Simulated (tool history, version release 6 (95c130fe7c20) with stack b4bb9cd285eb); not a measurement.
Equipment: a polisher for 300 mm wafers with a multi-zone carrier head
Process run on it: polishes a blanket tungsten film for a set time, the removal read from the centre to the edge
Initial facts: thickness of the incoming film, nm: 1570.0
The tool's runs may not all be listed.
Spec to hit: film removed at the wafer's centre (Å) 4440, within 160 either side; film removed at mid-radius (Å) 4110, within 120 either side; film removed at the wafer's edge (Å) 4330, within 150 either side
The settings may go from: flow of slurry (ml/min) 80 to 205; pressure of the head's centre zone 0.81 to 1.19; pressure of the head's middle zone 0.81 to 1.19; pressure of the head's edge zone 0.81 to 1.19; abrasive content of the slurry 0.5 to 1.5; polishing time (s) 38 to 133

run  hour  flow of slurry (ml/min)  pressure of the head's centre zone  pressure of the head's middle zone  pressure of the head's edge zone  abrasive content of the slurry  polishing time (s)  film removed at the wafer's centre (Å)  film removed at mid-radius (Å)  film removed at the wafer's edge (Å)
  1     0                      135                                   1                                   1                                 1                               1                  85                                  5228.9                          5116.9                                5084.8
  2   6.2                      135                                   1                                   1                                 1                               1                  99                                  5891.3                          5996.2                                  5805
  3  15.1                      135                                0.94                                   1                                 1                               1                  99                                  5685.2                          6002.7                                5895.4
  4  18.1                      125                                0.94                                0.96                              0.96                            0.85                  97                                  5321.9                          5335.7                                  5321
  5  21.4                      140                                0.94                                0.96                              0.96                            0.85                  97                                  5492.3                          5414.7                                5348.2
  6  23.2                      140                                0.94                                0.96                              0.99                            0.85                  97                                    5385                          5417.8                                5521.6
  7  25.9                      130                                0.91                                0.93                              0.95                            0.75                  96                                  5049.8                          4999.3                                  5004
  8  28.4                      120                                0.89                                 0.9                              0.93                             0.7                  96                                  4706.3                          4601.2                                4973.5
  9  33.6                      115                                0.89                                 0.9                               0.9                            0.65                  96                                  4622.7                          4456.9                                4637.5
 10  42.4                      105                                0.89                                0.89                              0.89                            0.65                  96                                  4567.3                          4455.1                                4564.1
 11    47                      100                                0.89                                0.87                              0.88                            0.65                  96                                  4357.9                          4278.2                                4542.1

Exactly one of the 5 candidate moves below puts every result within its allowed miss. Which one?
  A  51.6                      130                                   1                                0.93                              0.83                             0.6                  86                                       ?                               ?                                     ?
  B  51.6                      110                                0.89                                0.84                              0.83                             0.5                 102                                       ?                               ?                                     ?
  C  51.6                       95                                0.91                                0.91                              0.81                             0.6                  99                                       ?                               ?                                     ?
  D  51.6                      135                                0.94                                0.97                              0.81                             0.5                  95                                       ?                               ?                                     ?
  E  51.6                      110                                0.97                                0.98                              0.87                             0.6                  90                                       ?                               ?                                     ?

move  film removed at the wafer's centre (Å)  film removed at mid-radius (Å)  film removed at the wafer's edge (Å)
   A                                  4357.3                          4154.8                                3977.1
   B                                  4321.9                          4136.7                                4350.9
   C                                  4379.7                          4426.6                                4349.2
   D                                  4367.7                          4504.8                                4108.8
   E                                  4309.7                          4406.6                                4155.4
A: carries the result that was furthest off beyond its target, to the other side
B: meets every target
C: the furthest-off result lands on target, but another misses its tolerance
D: carries the result that was furthest off beyond its target, to the other side
E: carries the result that was furthest off beyond its target, to the other side
Answer: B
